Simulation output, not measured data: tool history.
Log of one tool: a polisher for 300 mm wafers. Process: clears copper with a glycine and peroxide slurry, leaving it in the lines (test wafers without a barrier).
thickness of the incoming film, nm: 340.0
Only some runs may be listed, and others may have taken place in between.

run    day  flow of slurry (ml/min)  pressure of the wafer on the pad (kPa)  speed of the pad under the wafer (cm/s)  overpolish time after the end point (s)  time until the end point was called (s)  dishing of a wide line in a test structure (nm)
  1      0                      310                                    13.8                                      104                                       18                                   66.989                                           61.184
  2  0.146                      275                                      11                                      122                                       14                                   69.981                                           45.986
  3  0.242                      245                                     9.7                                      134                                       11                                   74.675                                           34.664
  4  0.262                      245                                    12.4                                      134                                       11                                   60.749                                           41.093
  5  0.608                      245                                       9                                      134                                       11                                   79.714                                           32.721
  6  0.892                      225                                       9                                      142                                        9                                   76.387                                            27.84
  7  1.088                      210                                     9.7                                      148                                        8                                   69.887                                           27.014

Predict the results of run 8:
  8  1.433                      200                                     9.7                                      152                                        7                                        ?                                                ?

Run 8 measured time until the end point was called (s) 69.25, dishing of a wide line in a test structure (nm) 24.092.
